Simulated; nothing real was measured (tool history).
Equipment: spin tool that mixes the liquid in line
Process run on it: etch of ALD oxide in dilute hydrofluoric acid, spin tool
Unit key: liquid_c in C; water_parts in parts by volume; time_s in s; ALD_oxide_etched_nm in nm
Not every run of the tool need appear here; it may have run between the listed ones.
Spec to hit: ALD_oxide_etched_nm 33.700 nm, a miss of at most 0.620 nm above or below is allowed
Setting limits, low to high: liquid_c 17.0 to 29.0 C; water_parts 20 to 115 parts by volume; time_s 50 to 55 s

run,hour,liquid_c,water_parts,time_s,ALD_oxide_etched_nm
1,0.0,21.0,65,50,19.552
2,2.7,23.5,60,50,23.515
3,8.5,25.0,55,50,27.823
4,9.3,21.5,55,50,24.001
5,14.0,21.5,65,50,20.011
6,17.3,24.0,60,50,24.127
7,20.6,25.5,55,50,28.170
8,27.8,26.5,55,50,29.289
9,29.1,27.5,55,50,30.528
10,35.3,28.0,55,50,31.310
11,43.8,28.5,55,50,32.113
12,46.2,29.0,55,50,32.653
13,55.0,29.0,55,50,32.727
14,55.6,29.0,55,50,32.933
15,56.9,29.0,55,50,32.285
16,59.6,29.0,50,50,36.217
17,61.0,28.5,50,50,35.126
18,61.8,28.0,50,50,34.856

Next run, 4 choices. One meets every target within its allowed miss, the rest don't. Which?
A,62.6,24.5,45,50,?
B,62.6,24.0,50,55,?
C,62.6,25.5,45,50,?
D,62.6,28.5,55,50,?

move,ALD_oxide_etched_nm
A,33.549
B,32.320
C,34.953
D,31.805
A: each result inside its tolerance
B: moves the result that the last run missed by most past its target, out the other side
C: further off than the last run
D: moves the result that the last run missed by most past its target, out the other side
Correct choice: A, which meets every target

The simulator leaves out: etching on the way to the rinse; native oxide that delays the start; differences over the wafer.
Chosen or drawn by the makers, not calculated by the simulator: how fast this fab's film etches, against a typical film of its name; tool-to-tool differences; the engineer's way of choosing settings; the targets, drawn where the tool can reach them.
